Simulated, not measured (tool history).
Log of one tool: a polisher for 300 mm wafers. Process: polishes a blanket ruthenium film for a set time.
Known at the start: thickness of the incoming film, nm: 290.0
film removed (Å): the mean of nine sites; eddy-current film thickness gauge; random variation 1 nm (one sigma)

run	hour	flow of slurry (ml/min)	pressure of the wafer on the pad (psi)	speed of the pad under the wafer (m/s)	polishing time (s)	film removed (Å)
1	0	150	2.2	1.1	70	899.59
2	5.6	170	2.2	1.1	70	902.42
3	6.5	170	1.8	1.1	70	799.51
4	12.3	195	1.8	1.1	70	821.82
5	14.7	195	1.8	1.1	73	850.65
6	22.2	195	2	1.1	73	909.81
7	24.3	195	2.2	1.1	73	977.21

The next listed run, before its measurement:
8	26.4	195	2.3	1.1	73	?

{"run 8": {"film removed (Å)": 992.77}}
